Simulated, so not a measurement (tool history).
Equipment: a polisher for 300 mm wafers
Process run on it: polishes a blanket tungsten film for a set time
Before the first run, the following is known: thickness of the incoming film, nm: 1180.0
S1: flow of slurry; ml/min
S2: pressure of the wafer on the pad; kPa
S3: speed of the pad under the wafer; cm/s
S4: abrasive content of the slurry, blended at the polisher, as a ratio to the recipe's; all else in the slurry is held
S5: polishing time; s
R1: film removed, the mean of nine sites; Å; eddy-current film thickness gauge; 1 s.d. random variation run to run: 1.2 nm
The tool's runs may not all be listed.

run 1 day=0 | S1=155 S2=23.4 S3=86 S4=1 S5=44 | R1=1231.2
run 2 day=0.296 | S1=155 S2=29 S3=86 S4=1 S5=44 | R1=1424.4
run 3 day=0.638 | S1=155 S2=29 S3=76 S4=1 S5=44 | R1=1273.7
run 4 day=0.875 | S1=165 S2=30.3 S3=76 S4=1 S5=44 | R1=1329.5
run 5 day=1.029 | S1=185 S2=30.3 S3=76 S4=1 S5=44 | R1=1358.6
run 6 day=1.058 | S1=185 S2=30.3 S3=76 S4=0.9 S5=44 | R1=1330.7
-- day=1.092 worn pad replaced by a new one
run 7 day=1.092 | S1=190 S2=31.7 S3=76 S4=0.9 S5=44 | R1=1581.7
run 8 day=1.212 | S1=195 S2=31.7 S3=76 S4=0.9 S5=44 | R1=1571.5
run 9 day=1.458 | S1=200 S2=31.7 S3=76 S4=0.9 S5=44 | R1=1558.2

Run 10, settings as shown, results not yet in. Your forecast:
run 10 day=1.675 | S1=205 S2=31.7 S3=76 S4=0.9 S5=44 | R1=?

R1: 1568.2 Å
